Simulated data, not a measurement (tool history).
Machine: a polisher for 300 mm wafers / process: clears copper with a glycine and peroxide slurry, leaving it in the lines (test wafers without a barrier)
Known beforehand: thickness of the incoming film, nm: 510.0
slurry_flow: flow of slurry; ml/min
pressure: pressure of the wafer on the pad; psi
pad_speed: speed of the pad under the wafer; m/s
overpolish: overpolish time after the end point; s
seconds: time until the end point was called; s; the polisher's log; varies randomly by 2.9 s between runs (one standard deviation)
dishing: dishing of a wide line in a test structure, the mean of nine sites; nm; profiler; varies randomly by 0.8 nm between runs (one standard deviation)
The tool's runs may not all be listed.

run  hour  slurry_flow  pressure  pad_speed  overpolish  seconds  dishing
  1     0          185       3.2          1          17   109.47   57.123
  2   4.4          210       3.2          1          17   109.84   55.755
  3  10.2          210         3       0.98          18   116.14    54.05
  4  17.7          205       2.8       0.96          20   125.03   56.715
  5  19.2          175       2.8       0.96          20   126.25   54.726
  6  25.9          175       2.6       0.94          21    137.1   53.908
  7  31.5          175       2.5       0.94          22   139.82   54.713

Run 8 comes next. What will it give?
  8  38.6          165       1.6       0.86          29        ?        ?

Run 8 yielded seconds 215.89 s, dishing 48.163 nm.

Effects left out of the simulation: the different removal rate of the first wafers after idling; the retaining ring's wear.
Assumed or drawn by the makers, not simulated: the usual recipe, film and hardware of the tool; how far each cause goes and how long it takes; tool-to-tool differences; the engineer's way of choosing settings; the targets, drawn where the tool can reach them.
